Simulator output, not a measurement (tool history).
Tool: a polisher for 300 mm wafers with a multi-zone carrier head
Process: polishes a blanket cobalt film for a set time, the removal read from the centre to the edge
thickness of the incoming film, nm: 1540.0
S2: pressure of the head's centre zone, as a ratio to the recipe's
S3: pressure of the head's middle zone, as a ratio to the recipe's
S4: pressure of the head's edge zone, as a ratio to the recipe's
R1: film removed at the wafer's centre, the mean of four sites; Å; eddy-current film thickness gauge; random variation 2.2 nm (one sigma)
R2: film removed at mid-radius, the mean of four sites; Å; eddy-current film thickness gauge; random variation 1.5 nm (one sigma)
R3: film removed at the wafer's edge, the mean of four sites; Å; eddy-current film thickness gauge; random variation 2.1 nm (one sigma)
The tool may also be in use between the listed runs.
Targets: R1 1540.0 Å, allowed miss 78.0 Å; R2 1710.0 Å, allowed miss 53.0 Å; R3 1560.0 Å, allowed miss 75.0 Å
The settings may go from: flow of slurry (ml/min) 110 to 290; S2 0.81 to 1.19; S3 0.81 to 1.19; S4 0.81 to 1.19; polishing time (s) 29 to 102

run 1 hour=0.0 | flow_of_slurry_(ml/min)=185 S2=1.00 S3=1.00 S4=1.00 polishing_time_(s)=65 | R1=2360.9 R2=2154.4 R3=2201.4
run 2 hour=6.3 | flow_of_slurry_(ml/min)=225 S2=1.00 S3=1.00 S4=1.00 polishing_time_(s)=65 | R1=2417.8 R2=2148.6 R3=2273.8
run 3 hour=13.6 | flow_of_slurry_(ml/min)=225 S2=0.96 S3=1.00 S4=1.00 polishing_time_(s)=65 | R1=2351.5 R2=2196.2 R3=2210.7
run 4 hour=16.4 | flow_of_slurry_(ml/min)=225 S2=0.96 S3=1.00 S4=1.00 polishing_time_(s)=73 | R1=2599.1 R2=2475.6 R3=2479.6
run 5 hour=18.7 | flow_of_slurry_(ml/min)=245 S2=0.96 S3=1.00 S4=1.00 polishing_time_(s)=73 | R1=2667.0 R2=2454.8 R3=2551.6
run 6 hour=23.3 | flow_of_slurry_(ml/min)=225 S2=0.96 S3=1.00 S4=1.00 polishing_time_(s)=73 | R1=2636.2 R2=2445.9 R3=2516.2
run 7 hour=30.1 | flow_of_slurry_(ml/min)=215 S2=0.93 S3=0.99 S4=0.99 polishing_time_(s)=68 | R1=2349.3 R2=2244.4 R3=2335.5
run 8 hour=33.0 | flow_of_slurry_(ml/min)=210 S2=0.92 S3=1.01 S4=0.97 polishing_time_(s)=63 | R1=2126.7 R2=2132.3 R3=2160.1
run 9 hour=36.2 | flow_of_slurry_(ml/min)=205 S2=0.93 S3=1.03 S4=0.95 polishing_time_(s)=58 | R1=1986.1 R2=1973.3 R3=1927.8
run 10 hour=37.6 | flow_of_slurry_(ml/min)=200 S2=0.91 S3=1.04 S4=0.93 polishing_time_(s)=56 | R1=1868.3 R2=1907.8 R3=1840.7
run 11 hour=40.2 | flow_of_slurry_(ml/min)=195 S2=0.90 S3=1.04 S4=0.91 polishing_time_(s)=55 | R1=1797.0 R2=1873.2 R3=1803.9
run 12 hour=48.8 | flow_of_slurry_(ml/min)=195 S2=0.89 S3=1.05 S4=0.89 polishing_time_(s)=54 | R1=1758.1 R2=1840.3 R3=1765.3
run 13 hour=57.6 | flow_of_slurry_(ml/min)=190 S2=0.88 S3=1.06 S4=0.88 polishing_time_(s)=53 | R1=1730.6 R2=1827.4 R3=1713.7
run 14 hour=65.6 | flow_of_slurry_(ml/min)=185 S2=0.87 S3=1.06 S4=0.87 polishing_time_(s)=52 | R1=1685.2 R2=1784.9 R3=1669.9
run 15 hour=68.2 | flow_of_slurry_(ml/min)=150 S2=0.82 S3=1.07 S4=0.81 polishing_time_(s)=50 | R1=1424.2 R2=1697.9 R3=1534.4
run 16 hour=73.9 | flow_of_slurry_(ml/min)=150 S2=0.82 S3=1.07 S4=0.81 polishing_time_(s)=50 | R1=1436.0 R2=1711.2 R3=1535.8

4 next moves are on the table. One of them brings every result within its allowed miss. Which?
run A hour=79.6 | flow_of_slurry_(ml/min)=165 S2=0.82 S3=1.19 S4=0.81 polishing_time_(s)=46 | R1=? R2=? R3=?
run B hour=79.6 | flow_of_slurry_(ml/min)=110 S2=0.81 S3=1.12 S4=0.81 polishing_time_(s)=50 | R1=? R2=? R3=?
run C hour=79.6 | flow_of_slurry_(ml/min)=175 S2=0.90 S3=1.01 S4=0.85 polishing_time_(s)=52 | R1=? R2=? R3=?
run D hour=79.6 | flow_of_slurry_(ml/min)=165 S2=0.84 S3=1.04 S4=0.82 polishing_time_(s)=51 | R1=? R2=? R3=?

move=A R1=1340.0 R2=1708.1 R3=1368.6
move=B R1=1346.1 R2=1664.6 R3=1428.1
move=C R1=1674.9 R2=1697.2 R3=1592.8
move=D R1=1520.4 R2=1692.7 R3=1528.5
A: further off than the last run
B: further off than the last run
C: takes the result that was furthest off past its target
D: meets every target
Answer: D
